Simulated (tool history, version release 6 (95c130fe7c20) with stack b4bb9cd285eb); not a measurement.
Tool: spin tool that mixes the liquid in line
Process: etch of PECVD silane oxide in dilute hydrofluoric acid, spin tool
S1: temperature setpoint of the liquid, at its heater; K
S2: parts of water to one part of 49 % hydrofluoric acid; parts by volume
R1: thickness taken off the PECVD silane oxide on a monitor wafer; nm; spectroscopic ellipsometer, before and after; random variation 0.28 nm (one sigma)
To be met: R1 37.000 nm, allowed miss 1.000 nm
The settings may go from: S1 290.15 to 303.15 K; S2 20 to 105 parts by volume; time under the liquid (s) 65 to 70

{"run": 1, "hour": 0.0, "S1": 295.15, "S2": 55, "time under the liquid (s)": 65, "R1": 24.198}
{"run": 2, "hour": 4.5, "S1": 292.65, "S2": 55, "time under the liquid (s)": 65, "R1": 21.738}
{"run": 3, "hour": 7.5, "S1": 295.15, "S2": 55, "time under the liquid (s)": 65, "R1": 24.369}
{"run": 4, "hour": 13.1, "S1": 295.15, "S2": 55, "time under the liquid (s)": 65, "R1": 24.261}
{"run": 5, "hour": 21.8, "S1": 295.15, "S2": 55, "time under the liquid (s)": 70, "R1": 26.146}
{"run": 6, "hour": 23.3, "S1": 298.65, "S2": 55, "time under the liquid (s)": 70, "R1": 29.692}
{"run": 7, "hour": 25.4, "S1": 299.65, "S2": 55, "time under the liquid (s)": 70, "R1": 31.446}
{"run": 8, "hour": 34.0, "S1": 300.15, "S2": 55, "time under the liquid (s)": 70, "R1": 31.96}

4 next moves are on the table. One of them brings every result within its allowed miss. Which?
{"run": "A", "hour": 42.6, "S1": 300.15, "S2": 45, "time under the liquid (s)": 65, "R1": "?"}
{"run": "B", "hour": 42.6, "S1": 298.65, "S2": 60, "time under the liquid (s)": 70, "R1": "?"}
{"run": "C", "hour": 42.6, "S1": 297.15, "S2": 45, "time under the liquid (s)": 65, "R1": "?"}
{"run": "D", "hour": 42.6, "S1": 299.15, "S2": 60, "time under the liquid (s)": 65, "R1": "?"}

move=A R1=36.914
move=B R1=27.483
move=C R1=32.657
move=D R1=26.038
A: meets every target
B: further off than the last run
C: nearer than the last run, and not there yet
D: further off than the last run
Move A is the one to make.
